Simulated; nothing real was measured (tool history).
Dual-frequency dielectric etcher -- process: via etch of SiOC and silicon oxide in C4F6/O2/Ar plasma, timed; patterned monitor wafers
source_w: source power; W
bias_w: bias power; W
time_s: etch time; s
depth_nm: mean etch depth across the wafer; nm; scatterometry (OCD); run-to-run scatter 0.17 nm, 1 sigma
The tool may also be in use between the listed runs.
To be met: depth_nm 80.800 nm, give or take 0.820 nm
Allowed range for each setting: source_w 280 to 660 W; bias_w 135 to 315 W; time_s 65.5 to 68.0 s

| run | day | source_w | bias_w | time_s | depth_nm |
|---|---|---|---|---|---|
| 1 | 0.000 | 470 | 225 | 65.5 | 86.918 |
| 2 | 0.233 | 390 | 225 | 65.5 | 78.784 |
| 3 | 0.492 | 340 | 225 | 65.5 | 73.443 |
| 4 | 0.775 | 360 | 225 | 65.5 | 75.489 |
| 5 | 1.100 | 300 | 225 | 65.5 | 67.945 |
| 6 | 1.388 | 300 | 225 | 65.5 | 67.981 |
| 7 | 1.542 | 320 | 225 | 65.5 | 70.808 |
| 8 | 1.633 | 340 | 225 | 65.5 | 73.307 |
| 9 | 1.967 | 350 | 225 | 65.5 | 74.399 |
| 10 | 2.300 | 360 | 225 | 65.5 | 75.664 |

Below are 5 possible settings for the next run. Only one of them brings all results inside the allowed miss of their targets. Which is it?
| A | 2.633 | 360 | 236 | 66.5 | ? |
| B | 2.633 | 390 | 219 | 67.0 | ? |
| C | 2.633 | 530 | 165 | 66.5 | ? |
| D | 2.633 | 380 | 217 | 67.5 | ? |
| E | 2.633 | 410 | 213 | 67.0 | ? |

| move | depth_nm |
|---|---|
| A | 78.574 |
| B | 79.432 |
| C | 78.889 |
| D | 78.526 |
| E | 80.354 |
A: nearer the targets than the last run, but a result is still out of spec
B: nearer the targets than the last run, but a result is still out of spec
C: nearer the targets than the last run, but a result is still out of spec
D: nearer the targets than the last run, but a result is still out of spec
E: every result lands within tolerance
The right move is E.

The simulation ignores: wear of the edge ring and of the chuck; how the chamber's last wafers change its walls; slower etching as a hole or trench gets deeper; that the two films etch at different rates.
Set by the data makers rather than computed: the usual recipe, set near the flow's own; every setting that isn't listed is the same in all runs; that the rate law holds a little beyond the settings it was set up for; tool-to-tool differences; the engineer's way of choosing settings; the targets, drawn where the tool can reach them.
